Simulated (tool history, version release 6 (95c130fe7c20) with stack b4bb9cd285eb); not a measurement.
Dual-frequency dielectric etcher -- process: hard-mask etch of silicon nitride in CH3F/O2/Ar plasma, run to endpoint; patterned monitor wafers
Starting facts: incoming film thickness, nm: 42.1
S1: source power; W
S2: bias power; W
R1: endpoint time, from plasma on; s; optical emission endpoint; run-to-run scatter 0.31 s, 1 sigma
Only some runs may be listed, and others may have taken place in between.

run,hour,S1,S2,R1
1,0,500,62,56.875
2,2.7,520,64,55.865
3,5.4,560,64,53.467
4,14.2,560,74,49.781
5,20.2,490,74,52.787
6,26.3,510,74,52.264
7,30.9,520,74,51.418
8,34.7,530,74,50.778
9,37.5,540,74,50.55
10,42.9,550,74,49.699
11,51.2,560,74,49.456

Run 12 is up next; what results do you expect?
12,57.7,570,74,?

{"run 12": {"R1": 49.193}}
